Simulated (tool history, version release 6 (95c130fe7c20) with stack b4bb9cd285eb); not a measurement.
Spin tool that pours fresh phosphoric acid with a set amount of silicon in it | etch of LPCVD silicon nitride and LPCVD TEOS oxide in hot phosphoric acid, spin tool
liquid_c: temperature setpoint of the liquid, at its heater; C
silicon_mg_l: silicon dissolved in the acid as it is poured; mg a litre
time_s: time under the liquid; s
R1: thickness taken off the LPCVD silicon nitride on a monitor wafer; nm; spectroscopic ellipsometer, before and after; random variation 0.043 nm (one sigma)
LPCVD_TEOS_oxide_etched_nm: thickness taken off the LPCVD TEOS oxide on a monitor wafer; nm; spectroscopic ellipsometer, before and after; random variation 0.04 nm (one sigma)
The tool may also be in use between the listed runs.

Run 1, hour 0: liquid_c 159 C, silicon_mg_l 24.5 mg a litre, time_s 180 s. Result: R1 15.697 nm, LPCVD_TEOS_oxide_etched_nm 0.38353 nm.
Run 2, hour 5.2: liquid_c 159 C, silicon_mg_l 24.5 mg a litre, time_s 135 s. Result: R1 11.777 nm, LPCVD_TEOS_oxide_etched_nm 0.2503 nm.
Run 3, hour 11.4: liquid_c 159.5 C, silicon_mg_l 24 mg a litre, time_s 135 s. Result: R1 12.013 nm, LPCVD_TEOS_oxide_etched_nm 0.30623 nm.
Run 4, hour 14.9: liquid_c 161 C, silicon_mg_l 24 mg a litre, time_s 135 s. Result: R1 12.578 nm, LPCVD_TEOS_oxide_etched_nm 0.34794 nm.
Run 5, hour 20.1: liquid_c 162 C, silicon_mg_l 24 mg a litre, time_s 135 s. Result: R1 13.088 nm, LPCVD_TEOS_oxide_etched_nm 0.40425 nm.
Run 6, hour 27.7: liquid_c 162 C, silicon_mg_l 25 mg a litre, time_s 135 s. Result: R1 12.986 nm, LPCVD_TEOS_oxide_etched_nm 0.34529 nm.
Run 7, hour 34.8: liquid_c 164 C, silicon_mg_l 25.5 mg a litre, time_s 135 s. Result: R1 13.894 nm, LPCVD_TEOS_oxide_etched_nm 0.44997 nm.

The next listed run, before its measurement:
Run 8, hour 40.2: liquid_c 164 C, silicon_mg_l 26 mg a litre, time_s 135 s. Result: R1 ?, LPCVD_TEOS_oxide_etched_nm ?.

Run 8 gave R1 13.949 nm, LPCVD_TEOS_oxide_etched_nm 0.31988 nm.

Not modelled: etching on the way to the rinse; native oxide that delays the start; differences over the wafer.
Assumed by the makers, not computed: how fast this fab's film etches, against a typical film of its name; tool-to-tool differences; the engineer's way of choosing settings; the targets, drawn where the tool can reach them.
